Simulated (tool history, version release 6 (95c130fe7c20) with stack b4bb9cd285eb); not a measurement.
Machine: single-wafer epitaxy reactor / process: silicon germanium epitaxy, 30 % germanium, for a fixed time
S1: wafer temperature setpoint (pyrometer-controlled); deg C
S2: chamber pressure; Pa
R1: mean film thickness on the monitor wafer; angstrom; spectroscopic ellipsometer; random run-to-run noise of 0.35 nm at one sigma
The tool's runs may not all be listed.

| run | day | S1 | S2 | R1 |
|---|---|---|---|---|
| 1 | 0.000 | 620 | 2053 | 693.26 |
| 2 | 0.175 | 612 | 2053 | 603.95 |
| 3 | 0.271 | 616 | 2080 | 654.36 |
| 4 | 0.625 | 622 | 2080 | 723.38 |
| 5 | 0.675 | 628 | 2080 | 805.96 |
| 6 | 1.029 | 618 | 2080 | 674.15 |
| 7 | 1.292 | 622 | 2093 | 727.06 |
| 8 | 1.321 | 625 | 2106 | 768.00 |
| 9 | 1.675 | 628 | 2120 | 809.13 |
| 10 | 1.746 | 640 | 2240 | 1017.60 |

Run 11 comes next. What will it give?
| 11 | 2.121 | 642 | 2240 | ? |

R1: 1057.40 angstrom
